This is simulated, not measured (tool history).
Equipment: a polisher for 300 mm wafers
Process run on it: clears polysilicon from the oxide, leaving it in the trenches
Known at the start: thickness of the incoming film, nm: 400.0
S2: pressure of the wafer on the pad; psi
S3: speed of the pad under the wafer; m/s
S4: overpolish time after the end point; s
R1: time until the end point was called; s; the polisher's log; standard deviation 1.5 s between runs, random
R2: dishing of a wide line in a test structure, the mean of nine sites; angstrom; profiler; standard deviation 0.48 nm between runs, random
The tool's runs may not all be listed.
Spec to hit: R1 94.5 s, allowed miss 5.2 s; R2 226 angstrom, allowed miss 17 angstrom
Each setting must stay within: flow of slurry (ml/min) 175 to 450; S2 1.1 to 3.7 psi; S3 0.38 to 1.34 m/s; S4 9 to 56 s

{"run": 1, "hour": 0.0, "flow of slurry (ml/min)": 290, "S2": 2.4, "S3": 0.86, "S4": 29, "R1": 43.755, "R2": 227.69}
{"run": 2, "hour": 5.5, "flow of slurry (ml/min)": 265, "S2": 2.4, "S3": 0.86, "S4": 29, "R1": 42.1, "R2": 226.27}
{"run": 3, "hour": 10.3, "flow of slurry (ml/min)": 265, "S2": 2.4, "S3": 0.86, "S4": 17, "R1": 43.081, "R2": 231.64}
{"run": 4, "hour": 12.7, "flow of slurry (ml/min)": 265, "S2": 2.4, "S3": 0.86, "S4": 9, "R1": 44.107, "R2": 229.35}
{"run": 5, "hour": 18.3, "flow of slurry (ml/min)": 265, "S2": 1.9, "S3": 0.86, "S4": 9, "R1": 55.103, "R2": 221.77}
{"run": 6, "hour": 24.7, "flow of slurry (ml/min)": 265, "S2": 1.6, "S3": 0.86, "S4": 9, "R1": 65.98, "R2": 215.06}
{"hour": 25.9, "done": "worn pad replaced by a new one"}
{"run": 7, "hour": 25.9, "flow of slurry (ml/min)": 260, "S2": 1.6, "S3": 0.78, "S4": 9, "R1": 65.406, "R2": 209.32}
{"run": 8, "hour": 30.5, "flow of slurry (ml/min)": 340, "S2": 1.1, "S3": 0.54, "S4": 9, "R1": 126.72, "R2": 177.77}

Which one of the following 4 next-run settings gets every result inside its allowed miss? There is exactly one.
{"run": "A", "hour": 35.1, "flow of slurry (ml/min)": 175, "S2": 1.4, "S3": 0.74, "S4": 11, "R1": "?", "R2": "?"}
{"run": "B", "hour": 35.1, "flow of slurry (ml/min)": 175, "S2": 1.1, "S3": 0.68, "S4": 11, "R1": "?", "R2": "?"}
{"run": "C", "hour": 35.1, "flow of slurry (ml/min)": 175, "S2": 1.1, "S3": 0.46, "S4": 14, "R1": "?", "R2": "?"}
{"run": "D", "hour": 35.1, "flow of slurry (ml/min)": 175, "S2": 1.1, "S3": 0.82, "S4": 15, "R1": "?", "R2": "?"}

move=A R1=81.449 R2=215.81
move=B R1=110.94 R2=200.7
move=C R1=161.1 R2=192.32
move=D R1=92.595 R2=221.6
A: takes the result that was furthest off past its target
B: gains on the last run, yet a result remains outside its allowed miss
C: its largest miss is bigger than the last run's
D: meets every target
So the answer is move D, the one that meets all the targets.
